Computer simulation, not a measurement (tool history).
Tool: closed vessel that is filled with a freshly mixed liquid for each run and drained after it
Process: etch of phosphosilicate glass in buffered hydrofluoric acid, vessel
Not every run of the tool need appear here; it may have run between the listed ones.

| run | hour | temperature setpoint of the liquid (K) | parts of 40 % ammonium fluoride to one part of 49 % hydrofluoric acid (parts by volume) | time in the liquid (s) | thickness taken off the phosphosilicate glass on a monitor wafer (angstrom) |
|---|---|---|---|---|---|
| 1 | 0.0 | 298.15 | 11.0 | 85 | 4657.8 |
| 2 | 9.2 | 298.15 | 11.0 | 90 | 4973.9 |
| 3 | 12.6 | 298.15 | 10.0 | 90 | 5500.8 |
| 4 | 20.6 | 298.15 | 7.5 | 90 | 7070.1 |
| 5 | 26.1 | 301.15 | 7.5 | 90 | 8321.2 |
| 6 | 32.6 | 298.15 | 8.0 | 90 | 6642.4 |
| 7 | 34.1 | 296.15 | 8.5 | 90 | 5599.4 |
| 8 | 39.1 | 294.65 | 8.5 | 90 | 5132.2 |
| 9 | 46.0 | 293.65 | 8.5 | 90 | 4823.3 |

The next listed run, before its measurement:
| 10 | 52.4 | 293.65 | 8.5 | 90 | ? |

Run 10 came out at thickness taken off the phosphosilicate glass on a monitor wafer (angstrom) 4846.0.

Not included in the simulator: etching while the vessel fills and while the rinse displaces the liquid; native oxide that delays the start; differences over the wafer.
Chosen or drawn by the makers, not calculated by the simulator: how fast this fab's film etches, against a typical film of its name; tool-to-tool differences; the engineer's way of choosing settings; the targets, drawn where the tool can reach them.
